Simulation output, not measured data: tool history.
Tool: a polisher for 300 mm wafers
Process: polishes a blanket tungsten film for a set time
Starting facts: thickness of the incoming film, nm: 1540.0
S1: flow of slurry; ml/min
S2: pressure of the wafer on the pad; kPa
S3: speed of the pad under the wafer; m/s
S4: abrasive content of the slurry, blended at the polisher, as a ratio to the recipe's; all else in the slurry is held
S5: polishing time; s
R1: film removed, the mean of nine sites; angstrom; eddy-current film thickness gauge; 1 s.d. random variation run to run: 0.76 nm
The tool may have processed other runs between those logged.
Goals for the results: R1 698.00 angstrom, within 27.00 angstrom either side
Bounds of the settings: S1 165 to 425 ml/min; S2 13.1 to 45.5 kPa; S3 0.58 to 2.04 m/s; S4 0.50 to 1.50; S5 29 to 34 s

run	hour	S1	S2	S3	S4	S5	R1
1	0.0	275	29.0	1.30	1.00	34	2155.40
2	1.7	275	24.1	1.06	1.00	34	1480.00
3	6.7	275	24.1	1.06	1.00	29	1265.20
4	13.6	275	24.1	1.06	0.90	29	1278.50
5	17.5	275	29.0	1.06	0.90	29	1523.10
6	25.6	275	29.0	1.06	0.90	34	1737.00
7	31.8	275	24.1	0.94	0.90	34	1318.70
8	35.1	275	20.7	0.84	0.90	34	1008.50
9	39.4	275	17.9	0.82	0.90	34	871.43
10	41.3	275	16.5	0.82	0.90	34	785.72
11	45.0	275	16.5	0.82	0.90	34	803.95
12	53.7	275	13.1	0.78	0.90	34	618.64
13	57.0	275	13.8	0.78	0.90	34	635.70
14	64.2	275	16.5	0.78	0.90	34	769.97

Which of these 5 next moves meets every target?
A	71.4	235	15.9	0.82	0.85	34	?
B	71.4	210	17.9	0.74	0.90	34	?
C	71.4	290	20.0	0.70	0.80	29	?
D	71.4	285	16.5	0.90	0.90	30	?
E	71.4	265	14.5	0.84	0.90	29	?

move	R1
A	762.65
B	771.56
C	708.84
D	789.71
E	624.99
A: closer than the last run, but not yet in spec
B: just as far off the targets as the last run
C: every result lands within tolerance
D: lands further from the targets than the last run did
E: takes the biggest miss from the last run beyond its target
The move that meets every target is C.
